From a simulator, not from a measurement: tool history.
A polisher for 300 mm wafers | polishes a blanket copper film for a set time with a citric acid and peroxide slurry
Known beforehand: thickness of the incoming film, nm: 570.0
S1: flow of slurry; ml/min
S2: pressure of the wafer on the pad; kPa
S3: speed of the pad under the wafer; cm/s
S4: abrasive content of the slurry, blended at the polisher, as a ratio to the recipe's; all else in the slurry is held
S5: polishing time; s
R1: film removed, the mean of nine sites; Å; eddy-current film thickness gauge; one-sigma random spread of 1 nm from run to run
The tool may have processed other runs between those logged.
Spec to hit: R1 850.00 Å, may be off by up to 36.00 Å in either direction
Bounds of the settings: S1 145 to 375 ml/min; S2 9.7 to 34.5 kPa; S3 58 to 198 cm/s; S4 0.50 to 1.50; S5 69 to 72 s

{"run": 1, "hour": 0.0, "S1": 240, "S2": 22.1, "S3": 128, "S4": 1.0, "S5": 69, "R1": 1695.3}
{"run": 2, "hour": 2.7, "S1": 240, "S2": 22.1, "S3": 128, "S4": 1.1, "S5": 69, "R1": 1704.3}
{"run": 3, "hour": 11.6, "S1": 240, "S2": 17.9, "S3": 128, "S4": 1.1, "S5": 69, "R1": 1399.9}
{"run": 4, "hour": 17.0, "S1": 240, "S2": 17.9, "S3": 104, "S4": 1.1, "S5": 69, "R1": 1162.1}
{"run": 5, "hour": 20.0, "S1": 240, "S2": 16.5, "S3": 104, "S4": 1.1, "S5": 69, "R1": 1061.7}
{"run": 6, "hour": 21.0, "S1": 240, "S2": 15.9, "S3": 104, "S4": 1.1, "S5": 69, "R1": 1033.1}
{"run": 7, "hour": 29.9, "S1": 240, "S2": 15.2, "S3": 104, "S4": 1.1, "S5": 69, "R1": 976.13}
{"run": 8, "hour": 37.7, "S1": 240, "S2": 14.5, "S3": 104, "S4": 1.1, "S5": 69, "R1": 953.8}
{"run": 9, "hour": 39.8, "S1": 240, "S2": 14.5, "S3": 104, "S4": 1.1, "S5": 69, "R1": 950.9}
{"run": 10, "hour": 42.8, "S1": 240, "S2": 13.8, "S3": 104, "S4": 1.1, "S5": 69, "R1": 912.79}

Of the 5 settings listed for the next run, only one would bring every result within its allowed miss of target. Which one?
{"run": "A", "hour": 45.8, "S1": 245, "S2": 11.7, "S3": 102, "S4": 1.05, "S5": 69, "R1": "?"}
{"run": "B", "hour": 45.8, "S1": 305, "S2": 10.3, "S3": 126, "S4": 1.05, "S5": 71, "R1": "?"}
{"run": "C", "hour": 45.8, "S1": 325, "S2": 11.0, "S3": 112, "S4": 0.85, "S5": 70, "R1": "?"}
{"run": "D", "hour": 45.8, "S1": 235, "S2": 14.5, "S3": 80, "S4": 1.2, "S5": 69, "R1": "?"}
{"run": "E", "hour": 45.8, "S1": 250, "S2": 20.0, "S3": 78, "S4": 0.8, "S5": 72, "R1": "?"}

move=A R1=766.30
move=B R1=867.19
move=C R1=783.06
move=D R1=767.65
move=E R1=981.84
A: moves the result that the last run missed by most past its target, out the other side
B: hits every target within its allowed miss
C: moves the result that the last run missed by most past its target, out the other side
D: moves the result that the last run missed by most past its target, out the other side
E: moves away from the targets compared with the last run
Correct choice: B, which meets every target
